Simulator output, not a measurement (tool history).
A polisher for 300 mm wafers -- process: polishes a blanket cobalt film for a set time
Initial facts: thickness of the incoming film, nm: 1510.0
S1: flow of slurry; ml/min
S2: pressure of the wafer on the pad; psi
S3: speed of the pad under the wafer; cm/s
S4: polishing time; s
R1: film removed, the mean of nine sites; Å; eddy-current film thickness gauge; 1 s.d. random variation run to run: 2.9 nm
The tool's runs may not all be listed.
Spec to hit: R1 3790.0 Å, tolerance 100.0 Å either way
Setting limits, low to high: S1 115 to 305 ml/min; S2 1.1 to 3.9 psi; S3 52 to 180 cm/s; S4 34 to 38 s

run	hour	S1	S2	S3	S4	R1
1	0.0	195	2.5	116	38	3000.3
2	0.7	195	2.5	92	38	2524.3
3	2.1	195	2.5	92	38	2559.2
4	9.9	195	2.2	92	38	2256.0
5	10.9	205	2.5	92	38	2523.7
# hour 13.5: slurry nozzle cleaned
6	13.5	165	2.5	92	38	2668.8
7	15.0	155	2.7	92	38	2858.2
8	22.0	155	2.7	92	38	2861.4
9	30.9	155	2.7	92	38	2869.7
10	36.8	150	2.9	92	38	3013.4
11	41.1	145	3.1	92	38	3185.3

Exactly one of the 4 candidate moves below puts every result within its allowed miss. Which one?
A	45.4	155	3.3	106	38	?
B	45.4	135	3.2	106	38	?
C	45.4	145	3.2	98	38	?
D	45.4	170	3.2	100	37	?

move	R1
A	3787.9
B	3571.1
C	3437.7
D	3497.4
A: in spec on every target
B: nearer than the last run, and not there yet
C: nearer than the last run, and not there yet
D: nearer than the last run, and not there yet
The right move is A.
